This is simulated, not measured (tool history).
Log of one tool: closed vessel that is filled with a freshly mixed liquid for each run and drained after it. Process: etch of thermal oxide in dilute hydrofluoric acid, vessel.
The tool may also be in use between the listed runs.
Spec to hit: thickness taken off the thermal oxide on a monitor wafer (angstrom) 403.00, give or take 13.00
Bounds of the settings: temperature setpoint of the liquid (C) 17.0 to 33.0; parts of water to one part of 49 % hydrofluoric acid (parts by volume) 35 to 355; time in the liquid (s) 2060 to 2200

run	hour	temperature setpoint of the liquid (C)	parts of water to one part of 49 % hydrofluoric acid (parts by volume)	time in the liquid (s)	thickness taken off the thermal oxide on a monitor wafer (angstrom)
1	0.0	25.0	195	2060	454.92
2	3.5	24.5	195	2060	447.70
3	10.7	27.0	195	2060	487.87
4	19.5	27.0	155	2060	648.86
5	21.4	27.0	210	2060	450.39
6	27.9	27.0	210	2060	451.89
# hour 37.5: hydrofluoric acid flow meter replaced
7	37.5	26.5	210	2060	509.06
8	41.6	25.5	210	2060	491.75

Exactly one of the 4 candidate moves below puts every result within its allowed miss. Which one?
A	45.7	23.0	240	2060	?
B	45.7	30.5	295	2200	?
C	45.7	26.5	270	2060	?
D	45.7	24.5	255	2060	?

move	thickness taken off the thermal oxide on a monitor wafer (angstrom)
A	384.91
B	407.86
C	375.43
D	376.56
A: takes the biggest miss from the last run beyond its target
B: hits every target within its allowed miss
C: takes the biggest miss from the last run beyond its target
D: takes the biggest miss from the last run beyond its target
Correct choice: B, which meets every target

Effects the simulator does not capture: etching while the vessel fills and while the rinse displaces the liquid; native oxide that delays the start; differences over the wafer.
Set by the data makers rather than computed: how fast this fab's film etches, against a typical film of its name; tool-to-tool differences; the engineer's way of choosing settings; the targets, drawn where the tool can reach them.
